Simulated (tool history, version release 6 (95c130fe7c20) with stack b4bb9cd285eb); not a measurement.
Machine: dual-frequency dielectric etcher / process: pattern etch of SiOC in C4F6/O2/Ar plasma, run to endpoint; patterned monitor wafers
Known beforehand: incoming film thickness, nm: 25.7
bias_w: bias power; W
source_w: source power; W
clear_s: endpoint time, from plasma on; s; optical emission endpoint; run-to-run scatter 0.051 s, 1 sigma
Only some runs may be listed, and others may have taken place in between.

{"run": 1, "hour": 0.0, "bias_w": 641, "source_w": 420, "clear_s": 7.403}
{"run": 2, "hour": 2.8, "bias_w": 641, "source_w": 390, "clear_s": 7.5494}
{"run": 3, "hour": 3.7, "bias_w": 668, "source_w": 400, "clear_s": 7.3496}
{"run": 4, "hour": 9.1, "bias_w": 691, "source_w": 410, "clear_s": 7.1768}
{"run": 5, "hour": 10.4, "bias_w": 769, "source_w": 410, "clear_s": 6.9686}
{"run": 6, "hour": 17.1, "bias_w": 769, "source_w": 440, "clear_s": 6.7794}

Expected results for the next run?
{"run": 7, "hour": 19.3, "bias_w": 781, "source_w": 440, "clear_s": "?"}

{"run 7": {"clear_s": 6.7279}}
